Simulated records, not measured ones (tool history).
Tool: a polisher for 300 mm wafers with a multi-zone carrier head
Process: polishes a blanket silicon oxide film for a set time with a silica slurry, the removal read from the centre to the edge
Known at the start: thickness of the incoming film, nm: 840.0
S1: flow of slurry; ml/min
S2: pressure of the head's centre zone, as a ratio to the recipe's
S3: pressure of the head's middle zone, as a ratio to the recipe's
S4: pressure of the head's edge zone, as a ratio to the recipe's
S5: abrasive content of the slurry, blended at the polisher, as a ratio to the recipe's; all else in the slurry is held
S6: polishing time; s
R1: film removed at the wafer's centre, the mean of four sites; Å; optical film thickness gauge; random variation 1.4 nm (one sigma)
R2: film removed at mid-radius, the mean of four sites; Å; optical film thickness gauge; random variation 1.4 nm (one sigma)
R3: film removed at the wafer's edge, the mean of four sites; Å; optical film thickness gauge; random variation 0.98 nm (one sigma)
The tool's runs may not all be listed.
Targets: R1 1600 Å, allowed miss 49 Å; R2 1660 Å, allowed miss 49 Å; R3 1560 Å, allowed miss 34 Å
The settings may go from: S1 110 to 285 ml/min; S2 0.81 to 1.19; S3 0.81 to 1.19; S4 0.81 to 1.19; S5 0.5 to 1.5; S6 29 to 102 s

| run | hour | S1 | S2 | S3 | S4 | S5 | S6 | R1 | R2 | R3 |
|---|---|---|---|---|---|---|---|---|---|---|
| 1 | 0 | 180 | 1 | 1 | 1 | 1 | 65 | 2293.5 | 2253.1 | 2196.5 |
| 2 | 8.6 | 175 | 0.98 | 0.99 | 0.96 | 0.9 | 65 | 2096.4 | 2074.1 | 2037 |
| 3 | 15.8 | 175 | 1.01 | 0.99 | 0.96 | 0.9 | 65 | 2187.2 | 2095.4 | 2037.7 |
| 4 | 19.1 | 175 | 1.01 | 0.99 | 0.96 | 0.9 | 80 | 2627.6 | 2569.3 | 2524.4 |
| 5 | 24.6 | 170 | 0.99 | 0.99 | 0.93 | 0.8 | 77 | 2276.4 | 2276.6 | 2208 |
| 6 | 26.5 | 170 | 0.98 | 0.99 | 0.91 | 0.75 | 76 | 2131.1 | 2135.7 | 2049.1 |
| 7 | 33.4 | 170 | 0.97 | 0.99 | 0.89 | 0.7 | 76 | 2010.4 | 2047.4 | 1949.8 |
| 8 | 34.6 | 170 | 0.96 | 0.99 | 0.87 | 0.65 | 76 | 1843.6 | 1926.6 | 1801.8 |
| 9 | 35.5 | 170 | 0.96 | 0.98 | 0.86 | 0.65 | 76 | 1879.5 | 1903.1 | 1820.9 |
| 10 | 36.2 | 170 | 0.96 | 0.98 | 0.85 | 0.6 | 76 | 1739.3 | 1754.5 | 1694.8 |
| 11 | 44.9 | 165 | 0.96 | 0.98 | 0.84 | 0.6 | 76 | 1750.7 | 1754.8 | 1657.2 |
| 12 | 52.4 | 155 | 0.95 | 0.98 | 0.84 | 0.6 | 76 | 1704 | 1730.7 | 1646.2 |
| 13 | 57.4 | 120 | 0.94 | 0.99 | 0.81 | 0.55 | 76 | 1445.1 | 1552.1 | 1442 |
| 14 | 62.5 | 130 | 0.94 | 0.99 | 0.81 | 0.55 | 76 | 1490.6 | 1548.9 | 1461.9 |
| 15 | 65 | 140 | 0.94 | 0.99 | 0.81 | 0.55 | 76 | 1510.2 | 1576.3 | 1471.6 |
| 16 | 65.6 | 145 | 0.94 | 0.99 | 0.81 | 0.55 | 76 | 1490.8 | 1607.2 | 1488 |
| 17 | 66.6 | 150 | 0.94 | 0.99 | 0.81 | 0.55 | 76 | 1533.4 | 1600 | 1514.4 |
| 18 | 67.2 | 155 | 0.94 | 0.99 | 0.81 | 0.55 | 76 | 1565.2 | 1618 | 1488.8 |
| 19 | 69.4 | 160 | 0.94 | 0.99 | 0.82 | 0.55 | 76 | 1538 | 1606.9 | 1509.4 |
| 20 | 71.9 | 165 | 0.94 | 0.99 | 0.82 | 0.55 | 76 | 1559 | 1656.1 | 1514.6 |

5 next moves are on the table. One of them brings every result within its allowed miss. Which?
| A | 74.4 | 155 | 0.93 | 0.96 | 0.83 | 0.5 | 83 | ? | ? | ? |
| B | 74.4 | 135 | 0.95 | 0.99 | 0.81 | 0.6 | 74 | ? | ? | ? |
| C | 74.4 | 235 | 0.86 | 0.93 | 0.83 | 0.55 | 75 | ? | ? | ? |
| D | 74.4 | 225 | 1.03 | 1.06 | 0.81 | 0.65 | 59 | ? | ? | ? |
| E | 74.4 | 155 | 0.88 | 1 | 0.85 | 0.55 | 79 | ? | ? | ? |

| move | R1 | R2 | R3 |
|---|---|---|---|
| A | 1499.1 | 1549.2 | 1483.6 |
| B | 1588.5 | 1654.9 | 1544.8 |
| C | 1493.2 | 1614.1 | 1559.3 |
| D | 1635.4 | 1643.9 | 1411.7 |
| E | 1493.8 | 1689.2 | 1574.3 |
A: further off than the last run
B: meets every target
C: brings the result that was furthest off to its target, and leaves another outside
D: further off than the last run
E: brings the result that was furthest off to its target, and leaves another outside
Answer: B
